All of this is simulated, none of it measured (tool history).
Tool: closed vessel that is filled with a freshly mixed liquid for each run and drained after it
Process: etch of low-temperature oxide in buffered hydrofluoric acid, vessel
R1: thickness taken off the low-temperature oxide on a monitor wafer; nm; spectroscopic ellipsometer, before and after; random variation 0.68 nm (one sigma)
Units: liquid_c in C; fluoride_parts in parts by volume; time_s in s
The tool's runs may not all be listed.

Run 1, hour 0: liquid_c 24 C, fluoride_parts 15.5 parts by volume, time_s 95 s. Result: R1 187.66 nm.
Run 2, hour 6.1: liquid_c 24 C, fluoride_parts 12 parts by volume, time_s 95 s. Result: R1 245.65 nm.
Run 3, hour 12.5: liquid_c 27 C, fluoride_parts 12 parts by volume, time_s 95 s. Result: R1 286.94 nm.
Run 4, hour 20: liquid_c 27 C, fluoride_parts 15.5 parts by volume, time_s 95 s. Result: R1 223.38 nm.
Run 5, hour 22.4: liquid_c 27 C, fluoride_parts 15.5 parts by volume, time_s 105 s. Result: R1 246.45 nm.
Run 6, hour 30.5: liquid_c 27 C, fluoride_parts 17 parts by volume, time_s 105 s. Result: R1 225.31 nm.
Run 7, hour 32.5: liquid_c 25 C, fluoride_parts 17 parts by volume, time_s 105 s. Result: R1 200.36 nm.
Run 8, hour 36: liquid_c 23.5 C, fluoride_parts 17 parts by volume, time_s 105 s. Result: R1 185.46 nm.

Run 9 comes next. What will it give?
Run 9, hour 42: liquid_c 22.5 C, fluoride_parts 17 parts by volume, time_s 105 s. Result: R1 ?.

R1: 176.57 nm
